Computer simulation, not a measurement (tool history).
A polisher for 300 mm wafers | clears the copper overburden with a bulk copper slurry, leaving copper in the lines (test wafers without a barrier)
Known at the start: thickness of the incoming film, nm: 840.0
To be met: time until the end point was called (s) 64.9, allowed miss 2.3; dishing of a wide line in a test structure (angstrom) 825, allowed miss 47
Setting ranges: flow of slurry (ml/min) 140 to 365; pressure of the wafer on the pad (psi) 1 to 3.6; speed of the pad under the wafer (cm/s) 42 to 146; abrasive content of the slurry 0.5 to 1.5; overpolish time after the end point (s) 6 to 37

| run | hour | flow of slurry (ml/min) | pressure of the wafer on the pad (psi) | speed of the pad under the wafer (cm/s) | abrasive content of the slurry | overpolish time after the end point (s) | time until the end point was called (s) | dishing of a wide line in a test structure (angstrom) |
|---|---|---|---|---|---|---|---|---|
| 1 | 0 | 235 | 2.3 | 94 | 1 | 19 | 117.36 | 589.58 |
| 2 | 6.4 | 235 | 2.3 | 94 | 1.15 | 19 | 115.33 | 595.31 |
| 3 | 13.8 | 235 | 2.3 | 84 | 1.15 | 19 | 128.08 | 563.52 |
| 4 | 16.5 | 235 | 2.3 | 84 | 1.15 | 12 | 128.14 | 428.15 |
| 5 | 24.2 | 235 | 2.6 | 86 | 1.15 | 14 | 111.96 | 508.88 |
| 6 | 27.8 | 190 | 2.6 | 86 | 1.15 | 14 | 113.6 | 504.19 |
| 7 | 34.1 | 190 | 2.8 | 90 | 1.15 | 15 | 101.58 | 561.55 |
| 8 | 36.7 | 190 | 3 | 94 | 1.15 | 16 | 90.84 | 622.59 |
| 9 | 45 | 190 | 3.2 | 96 | 1.15 | 17 | 82.485 | 681.39 |

Consider the 5 candidate settings below. Which is the only one whose results all fall within their allowed miss of target?
| A | 53.3 | 155 | 3.6 | 114 | 1.1 | 23 | ? | ? |
| B | 53.3 | 160 | 3.6 | 110 | 1.2 | 14 | ? | ? |
| C | 53.3 | 245 | 3.4 | 124 | 1.25 | 22 | ? | ? |
| D | 53.3 | 170 | 3.5 | 112 | 1.3 | 14 | ? | ? |
| E | 53.3 | 155 | 3.6 | 120 | 1.45 | 9 | ? | ? |

| move | time until the end point was called (s) | dishing of a wide line in a test structure (angstrom) |
|---|---|---|
| A | 65.517 | 808.37 |
| B | 66.378 | 698.97 |
| C | 59.321 | 807.95 |
| D | 65.484 | 700.07 |
| E | 58.777 | 604.57 |
A: meets every target
B: brings the last run's worst result on target, with another outside its allowed miss
C: takes the result that was furthest off past its target
D: brings the last run's worst result on target, with another outside its allowed miss
E: takes the result that was furthest off past its target
A is the move that brings every result within its allowed miss.
